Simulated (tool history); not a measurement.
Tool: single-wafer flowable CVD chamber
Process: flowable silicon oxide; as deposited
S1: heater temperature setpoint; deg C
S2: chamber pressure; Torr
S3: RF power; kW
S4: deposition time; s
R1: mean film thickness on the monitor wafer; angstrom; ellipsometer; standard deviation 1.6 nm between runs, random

run,hour,S1,S2,S3,S4,R1
1,0.0,105,0.619,1.580,674,2312.2
2,0.7,105,0.660,1.580,674,2463.4
3,3.0,105,0.660,1.460,674,2412.0
4,4.4,103,0.660,1.460,674,2535.8
5,11.6,103,0.660,1.460,640,2422.6
# hour 17.3: RF generator calibrated
6,17.3,103,0.660,1.265,640,2364.5
7,20.8,101,0.660,1.265,640,2530.8
8,23.6,101,0.660,1.265,640,2530.4
9,30.3,100,0.660,1.265,640,2633.0

The next listed run, before its measurement:
10,38.5,99,0.660,1.265,640,?

{"run 10": {"R1": 2736.3}}

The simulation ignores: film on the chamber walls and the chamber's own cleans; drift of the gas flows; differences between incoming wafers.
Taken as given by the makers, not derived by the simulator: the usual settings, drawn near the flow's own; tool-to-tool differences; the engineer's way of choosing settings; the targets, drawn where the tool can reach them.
